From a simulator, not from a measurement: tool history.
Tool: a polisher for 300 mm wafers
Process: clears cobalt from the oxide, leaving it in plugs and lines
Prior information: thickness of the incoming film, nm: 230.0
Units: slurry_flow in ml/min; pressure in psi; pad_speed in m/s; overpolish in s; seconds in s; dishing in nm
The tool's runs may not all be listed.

run    day  slurry_flow  pressure  pad_speed  overpolish  seconds  dishing
  1      0          190       1.9       1.28          26   41.812   39.148
  2   0.15          185       1.6       1.16          22   54.823   36.746
  3  0.304          185       1.6       1.16          14   54.507   30.829
  4  0.512          185         2       1.16          14   44.563   33.833
  5  0.858          220         2       1.16          14   44.147   34.155
  6  1.092          220         2       1.16          18    42.56   37.718

What will run 7 give?
  7  1.129          205       1.6       1.08          20        ?        ?

{"run 7": {"seconds": 57.216, "dishing": 35.65}}
